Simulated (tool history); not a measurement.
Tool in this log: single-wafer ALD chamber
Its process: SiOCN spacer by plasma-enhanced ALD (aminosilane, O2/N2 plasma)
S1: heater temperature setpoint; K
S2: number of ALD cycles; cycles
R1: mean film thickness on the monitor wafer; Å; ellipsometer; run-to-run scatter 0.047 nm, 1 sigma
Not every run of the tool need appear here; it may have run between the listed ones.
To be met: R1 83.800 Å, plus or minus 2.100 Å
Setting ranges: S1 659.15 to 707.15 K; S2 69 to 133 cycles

{"run": 1, "hour": 0.0, "S1": 683.15, "S2": 101, "R1": 65.54}
{"run": 2, "hour": 8.8, "S1": 683.15, "S2": 114, "R1": 73.026}
{"run": 3, "hour": 9.5, "S1": 687.15, "S2": 114, "R1": 72.205}
{"run": 4, "hour": 15.5, "S1": 687.15, "S2": 101, "R1": 63.231}
{"run": 5, "hour": 20.6, "S1": 683.15, "S2": 104, "R1": 67.471}
{"run": 6, "hour": 29.4, "S1": 679.15, "S2": 106, "R1": 68.935}
{"run": 7, "hour": 38.4, "S1": 677.15, "S2": 110, "R1": 71.656}
{"run": 8, "hour": 44.4, "S1": 676.15, "S2": 113, "R1": 73.806}
{"run": 9, "hour": 50.5, "S1": 675.15, "S2": 116, "R1": 75.601}
{"run": 10, "hour": 55.9, "S1": 674.15, "S2": 118, "R1": 77.384}
{"run": 11, "hour": 61.9, "S1": 673.15, "S2": 120, "R1": 78.879}
{"run": 12, "hour": 64.2, "S1": 672.15, "S2": 121, "R1": 79.516}
{"run": 13, "hour": 66.8, "S1": 671.15, "S2": 122, "R1": 80.761}
{"run": 14, "hour": 70.1, "S1": 670.15, "S2": 123, "R1": 81.479}

Exercise: of the 4 proposed moves below, exactly one satisfies all targets within the stated allowed misses. Which move is it?
{"run": "A", "hour": 73.4, "S1": 670.15, "S2": 120, "R1": "?"}
{"run": "B", "hour": 73.4, "S1": 667.15, "S2": 133, "R1": "?"}
{"run": "C", "hour": 73.4, "S1": 672.15, "S2": 128, "R1": "?"}
{"run": "D", "hour": 73.4, "S1": 659.15, "S2": 120, "R1": "?"}

move=A R1=78.723
move=B R1=87.251
move=C R1=83.971
move=D R1=78.723
A: lands further from the targets than the last run did
B: the result that was furthest off in the last run now lies on the other side of its target
C: in spec on every target
D: lands further from the targets than the last run did
Correct choice: C, which meets every target
